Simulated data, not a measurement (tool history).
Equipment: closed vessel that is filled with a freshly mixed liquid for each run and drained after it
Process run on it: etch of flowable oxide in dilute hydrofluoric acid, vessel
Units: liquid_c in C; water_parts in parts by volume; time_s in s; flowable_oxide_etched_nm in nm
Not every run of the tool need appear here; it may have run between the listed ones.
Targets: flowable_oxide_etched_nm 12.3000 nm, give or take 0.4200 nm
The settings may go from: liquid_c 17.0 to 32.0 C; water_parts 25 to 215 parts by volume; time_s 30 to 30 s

{"run": 1, "hour": 0.0, "liquid_c": 24.0, "water_parts": 120, "time_s": 30, "flowable_oxide_etched_nm": 5.3013}
{"run": 2, "hour": 4.3, "liquid_c": 24.0, "water_parts": 120, "time_s": 30, "flowable_oxide_etched_nm": 5.3462}
{"run": 3, "hour": 5.8, "liquid_c": 25.0, "water_parts": 115, "time_s": 30, "flowable_oxide_etched_nm": 5.7493}
{"run": 4, "hour": 10.9, "liquid_c": 25.5, "water_parts": 110, "time_s": 30, "flowable_oxide_etched_nm": 6.2191}
{"run": 5, "hour": 16.9, "liquid_c": 26.0, "water_parts": 105, "time_s": 30, "flowable_oxide_etched_nm": 6.5892}
{"run": 6, "hour": 19.5, "liquid_c": 26.0, "water_parts": 105, "time_s": 30, "flowable_oxide_etched_nm": 6.7501}
{"run": 7, "hour": 26.3, "liquid_c": 26.5, "water_parts": 100, "time_s": 30, "flowable_oxide_etched_nm": 7.0742}
{"run": 8, "hour": 31.3, "liquid_c": 30.5, "water_parts": 50, "time_s": 30, "flowable_oxide_etched_nm": 18.034}
{"run": 9, "hour": 32.9, "liquid_c": 26.5, "water_parts": 50, "time_s": 30, "flowable_oxide_etched_nm": 15.528}
{"run": 10, "hour": 39.2, "liquid_c": 26.0, "water_parts": 50, "time_s": 30, "flowable_oxide_etched_nm": 15.046}
{"run": 11, "hour": 45.0, "liquid_c": 25.5, "water_parts": 50, "time_s": 30, "flowable_oxide_etched_nm": 14.817}
{"run": 12, "hour": 48.4, "liquid_c": 25.0, "water_parts": 50, "time_s": 30, "flowable_oxide_etched_nm": 14.26}
{"run": 13, "hour": 50.9, "liquid_c": 24.5, "water_parts": 50, "time_s": 30, "flowable_oxide_etched_nm": 14.394}
{"run": 14, "hour": 58.7, "liquid_c": 24.5, "water_parts": 50, "time_s": 30, "flowable_oxide_etched_nm": 13.872}
{"run": 15, "hour": 59.8, "liquid_c": 24.0, "water_parts": 50, "time_s": 30, "flowable_oxide_etched_nm": 13.813}
{"run": 16, "hour": 68.5, "liquid_c": 23.5, "water_parts": 50, "time_s": 30, "flowable_oxide_etched_nm": 13.727}
{"run": 17, "hour": 72.7, "liquid_c": 23.0, "water_parts": 50, "time_s": 30, "flowable_oxide_etched_nm": 13.519}

Which of these 4 next moves meets every target?
{"run": "A", "hour": 76.9, "liquid_c": 19.5, "water_parts": 40, "time_s": 30, "flowable_oxide_etched_nm": "?"}
{"run": "B", "hour": 76.9, "liquid_c": 22.0, "water_parts": 55, "time_s": 30, "flowable_oxide_etched_nm": "?"}
{"run": "C", "hour": 76.9, "liquid_c": 24.5, "water_parts": 50, "time_s": 30, "flowable_oxide_etched_nm": "?"}
{"run": "D", "hour": 76.9, "liquid_c": 26.0, "water_parts": 60, "time_s": 30, "flowable_oxide_etched_nm": "?"}

move=A flowable_oxide_etched_nm=14.3750
move=B flowable_oxide_etched_nm=11.4090
move=C flowable_oxide_etched_nm=14.0060
move=D flowable_oxide_etched_nm=12.2370
A: lands further from the targets than the last run did
B: the result that was furthest off in the last run now lies on the other side of its target
C: lands further from the targets than the last run did
D: every result within its allowed miss
The right move is D.

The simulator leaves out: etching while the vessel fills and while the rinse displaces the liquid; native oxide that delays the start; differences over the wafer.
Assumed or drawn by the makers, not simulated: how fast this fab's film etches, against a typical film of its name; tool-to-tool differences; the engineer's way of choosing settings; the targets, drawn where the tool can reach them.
